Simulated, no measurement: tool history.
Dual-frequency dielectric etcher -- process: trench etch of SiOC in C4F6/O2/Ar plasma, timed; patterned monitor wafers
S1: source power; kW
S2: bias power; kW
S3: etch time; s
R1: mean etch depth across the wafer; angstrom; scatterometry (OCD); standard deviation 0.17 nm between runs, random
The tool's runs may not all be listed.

run 1 day=0 | S1=0.43 S2=0.222 S3=12.5 | R1=303.57
run 2 day=0.225 | S1=0.43 S2=0.222 S3=12.5 | R1=303.71
run 3 day=0.438 | S1=0.43 S2=0.251 S3=12.5 | R1=315.47
run 4 day=0.779 | S1=0.43 S2=0.251 S3=11.5 | R1=291.26
run 5 day=1.05 | S1=0.43 S2=0.28 S3=11.5 | R1=302.72
run 6 day=1.325 | S1=0.43 S2=0.28 S3=11.5 | R1=301.63

What does the tool deliver on the next run?
run 7 day=1.617 | S1=0.41 S2=0.275 S3=11.5 | R1=?

{"run 7": {"R1": 295.64}}

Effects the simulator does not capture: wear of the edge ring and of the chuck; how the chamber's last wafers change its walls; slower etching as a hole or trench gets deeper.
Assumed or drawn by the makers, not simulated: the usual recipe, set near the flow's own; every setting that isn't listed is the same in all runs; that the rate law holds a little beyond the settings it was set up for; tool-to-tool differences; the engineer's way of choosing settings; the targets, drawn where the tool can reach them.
